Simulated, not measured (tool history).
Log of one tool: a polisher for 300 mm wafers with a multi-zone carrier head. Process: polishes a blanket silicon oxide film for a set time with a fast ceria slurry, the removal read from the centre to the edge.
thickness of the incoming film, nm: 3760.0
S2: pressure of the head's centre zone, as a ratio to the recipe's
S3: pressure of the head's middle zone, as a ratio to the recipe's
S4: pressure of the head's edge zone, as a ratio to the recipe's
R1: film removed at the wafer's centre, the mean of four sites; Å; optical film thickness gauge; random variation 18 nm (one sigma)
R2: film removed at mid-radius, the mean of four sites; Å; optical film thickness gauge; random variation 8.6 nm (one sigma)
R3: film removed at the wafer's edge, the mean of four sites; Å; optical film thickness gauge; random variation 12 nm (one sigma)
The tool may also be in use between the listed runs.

Run 1, hour 0: flow of slurry (ml/min) 250, S2 1, S3 1, S4 1, polishing time (s) 73. Result: R1 10520 Å, R2 10607 Å, R3 10575 Å.
Run 2, hour 6.6: flow of slurry (ml/min) 250, S2 1, S3 1, S4 1, polishing time (s) 91. Result: R1 13374 Å, R2 13106 Å, R3 13473 Å.
Run 3, hour 14.3: flow of slurry (ml/min) 245, S2 1.01, S3 1, S4 0.97, polishing time (s) 91. Result: R1 13486 Å, R2 13178 Å, R3 13212 Å.
Run 4, hour 19.8: flow of slurry (ml/min) 245, S2 1.01, S3 1, S4 0.92, polishing time (s) 91. Result: R1 13153 Å, R2 13102 Å, R3 12790 Å.
Run 5, hour 20.7: flow of slurry (ml/min) 205, S2 1.01, S3 1, S4 0.92, polishing time (s) 91. Result: R1 13158 Å, R2 12749 Å, R3 12725 Å.
Run 6, hour 22.6: flow of slurry (ml/min) 205, S2 1.01, S3 1.08, S4 0.92, polishing time (s) 91. Result: R1 13016 Å, R2 13629 Å, R3 12707 Å.
Run 7, hour 24.8: flow of slurry (ml/min) 200, S2 1.03, S3 1.07, S4 0.91, polishing time (s) 91. Result: R1 13182 Å, R2 13313 Å, R3 12699 Å.

The next listed run, before its measurement:
Run 8, hour 31.9: flow of slurry (ml/min) 195, S2 1.05, S3 1.07, S4 0.89, polishing time (s) 91. Result: R1 ?, R2 ?, R3 ?.

R1: 13421 Å
R2: 13404 Å
R3: 12333 Å
